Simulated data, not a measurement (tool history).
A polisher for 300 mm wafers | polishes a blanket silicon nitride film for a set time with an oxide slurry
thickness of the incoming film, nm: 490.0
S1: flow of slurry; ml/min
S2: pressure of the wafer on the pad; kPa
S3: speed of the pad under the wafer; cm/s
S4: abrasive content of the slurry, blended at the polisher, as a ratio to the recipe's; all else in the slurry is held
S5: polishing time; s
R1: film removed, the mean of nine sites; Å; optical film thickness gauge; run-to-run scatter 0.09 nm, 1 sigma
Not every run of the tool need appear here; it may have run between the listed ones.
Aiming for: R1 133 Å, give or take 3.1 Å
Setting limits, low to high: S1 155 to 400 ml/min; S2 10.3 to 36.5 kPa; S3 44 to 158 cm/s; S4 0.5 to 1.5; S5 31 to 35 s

run,hour,S1,S2,S3,S4,S5,R1
1,0,255,23.4,100,1,35,183.92
2,1.6,295,23.4,100,1,35,186.85
3,6.5,290,22.1,100,1,35,174.52
4,10.2,290,20.7,100,1,35,164.44
5,10.9,285,20,100,1,35,158.63
6,15.3,285,20,100,0.9,35,146.73
7,18.9,280,19.3,100,0.9,35,142.35
8,20.8,275,19.3,100,0.9,35,140.77
9,29.4,235,17.9,100,0.9,35,129.15
10,35.3,260,18.6,100,0.9,35,138.42

Which of these 5 next moves meets every target?
A,41.2,260,24.8,120,0.7,34,?
B,41.2,265,18.6,104,0.95,32,?
C,41.2,180,19.3,104,0.9,32,?
D,41.2,400,21.4,124,0.65,33,?
E,41.2,255,22.8,92,0.8,35,?

move,R1
A,153.4
B,132.01
C,124.27
D,124.96
E,140.08
A: the biggest miss grows against the last run
B: every result within its allowed miss
C: carries the result that was furthest off beyond its target, to the other side
D: carries the result that was furthest off beyond its target, to the other side
E: the biggest miss grows against the last run
Go with B: it meets all targets.
